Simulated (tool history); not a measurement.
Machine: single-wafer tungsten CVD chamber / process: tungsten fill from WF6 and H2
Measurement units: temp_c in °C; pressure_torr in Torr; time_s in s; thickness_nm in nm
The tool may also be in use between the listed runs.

Run 1, hour 0: temp_c 400 °C, pressure_torr 52.6 Torr, time_s 13.4 s. Result: thickness_nm 50.267 nm.
Run 2, hour 8.1: temp_c 395 °C, pressure_torr 52.6 Torr, time_s 13.4 s. Result: thickness_nm 45.739 nm.
Run 3, hour 8.8: temp_c 395 °C, pressure_torr 52.6 Torr, time_s 13.4 s. Result: thickness_nm 45.798 nm.
Run 4, hour 11.4: temp_c 388 °C, pressure_torr 52.6 Torr, time_s 13.4 s. Result: thickness_nm 40.528 nm.
Run 5, hour 14.8: temp_c 394 °C, pressure_torr 52.6 Torr, time_s 13.4 s. Result: thickness_nm 45.313 nm.
Run 6, hour 19.6: temp_c 394 °C, pressure_torr 60.6 Torr, time_s 13.4 s. Result: thickness_nm 47.118 nm.

Run 7, settings as shown, results not yet in. Your forecast:
Run 7, hour 22.6: temp_c 394 °C, pressure_torr 60.6 Torr, time_s 13.4 s. Result: thickness_nm ?.

Run 7 yielded thickness_nm 46.698 nm.

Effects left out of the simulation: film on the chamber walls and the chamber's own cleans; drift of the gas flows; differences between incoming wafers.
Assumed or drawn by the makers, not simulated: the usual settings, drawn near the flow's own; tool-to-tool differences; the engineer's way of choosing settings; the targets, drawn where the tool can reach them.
